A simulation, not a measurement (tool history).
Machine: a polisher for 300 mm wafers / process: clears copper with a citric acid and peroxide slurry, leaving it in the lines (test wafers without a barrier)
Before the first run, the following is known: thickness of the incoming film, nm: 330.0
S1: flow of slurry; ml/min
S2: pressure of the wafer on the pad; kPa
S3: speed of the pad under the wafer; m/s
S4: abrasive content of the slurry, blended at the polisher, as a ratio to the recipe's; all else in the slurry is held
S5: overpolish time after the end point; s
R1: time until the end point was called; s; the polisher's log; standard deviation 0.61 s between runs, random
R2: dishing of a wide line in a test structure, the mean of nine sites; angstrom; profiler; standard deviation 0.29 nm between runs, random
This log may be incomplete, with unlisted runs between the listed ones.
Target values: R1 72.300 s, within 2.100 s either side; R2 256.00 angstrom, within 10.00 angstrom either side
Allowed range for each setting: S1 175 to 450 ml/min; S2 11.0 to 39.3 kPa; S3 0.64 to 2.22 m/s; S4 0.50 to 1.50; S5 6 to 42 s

Run 1, hour 0.0: S1 290 ml/min, S2 24.8 kPa, S3 1.42 m/s, S4 1.00, S5 21 s. Result: R1 90.776 s, R2 500.95 angstrom.
Run 2, hour 2.7: S1 290 ml/min, S2 24.8 kPa, S3 1.42 m/s, S4 1.15, S5 21 s. Result: R1 89.159 s, R2 500.72 angstrom.
Run 3, hour 3.4: S1 345 ml/min, S2 24.8 kPa, S3 1.42 m/s, S4 1.15, S5 21 s. Result: R1 87.800 s, R2 504.93 angstrom.
Run 4, hour 10.0: S1 345 ml/min, S2 24.8 kPa, S3 1.42 m/s, S4 1.15, S5 26 s. Result: R1 87.830 s, R2 601.25 angstrom.
Run 5, hour 18.8: S1 375 ml/min, S2 24.1 kPa, S3 1.48 m/s, S4 1.25, S5 20 s. Result: R1 86.255 s, R2 493.12 angstrom.
Run 6, hour 24.7: S1 395 ml/min, S2 24.8 kPa, S3 1.48 m/s, S4 1.30, S5 16 s. Result: R1 83.878 s, R2 422.84 angstrom.
Run 7, hour 30.8: S1 410 ml/min, S2 25.5 kPa, S3 1.46 m/s, S4 1.35, S5 13 s. Result: R1 82.188 s, R2 363.49 angstrom.
Run 8, hour 36.0: S1 410 ml/min, S2 25.5 kPa, S3 1.46 m/s, S4 1.35, S5 13 s. Result: R1 80.382 s, R2 357.80 angstrom.
Run 9, hour 37.1: S1 420 ml/min, S2 26.9 kPa, S3 1.40 m/s, S4 1.40, S5 11 s. Result: R1 79.733 s, R2 320.05 angstrom.
Run 10, hour 41.7: S1 420 ml/min, S2 27.6 kPa, S3 1.38 m/s, S4 1.45, S5 10 s. Result: R1 78.977 s, R2 285.74 angstrom.
Run 11, hour 45.5: S1 420 ml/min, S2 28.3 kPa, S3 1.36 m/s, S4 1.45, S5 9 s. Result: R1 78.180 s, R2 266.84 angstrom.

5 next moves are on the table. One of them brings every result within its allowed miss. Which?
Run A, hour 49.3: S1 400 ml/min, S2 30.3 kPa, S3 1.04 m/s, S4 1.45, S5 9 s. Result: R1 ?, R2 ?.
Run B, hour 49.3: S1 315 ml/min, S2 26.9 kPa, S3 1.14 m/s, S4 1.50, S5 11 s. Result: R1 ?, R2 ?.
Run C, hour 49.3: S1 450 ml/min, S2 27.6 kPa, S3 1.56 m/s, S4 1.45, S5 8 s. Result: R1 ?, R2 ?.
Run D, hour 49.3: S1 440 ml/min, S2 35.9 kPa, S3 0.84 m/s, S4 1.40, S5 10 s. Result: R1 ?, R2 ?.
Run E, hour 49.3: S1 415 ml/min, S2 26.9 kPa, S3 1.34 m/s, S4 1.50, S5 10 s. Result: R1 ?, R2 ?.

move      R1      R2
   A  86.568  240.11
   B  90.624  276.55
   C  73.020  251.64
   D  85.232  269.52
   E  81.249  280.08
A: moves away from the targets compared with the last run
B: moves away from the targets compared with the last run
C: each result inside its tolerance
D: moves away from the targets compared with the last run
E: moves away from the targets compared with the last run
The right move is C.
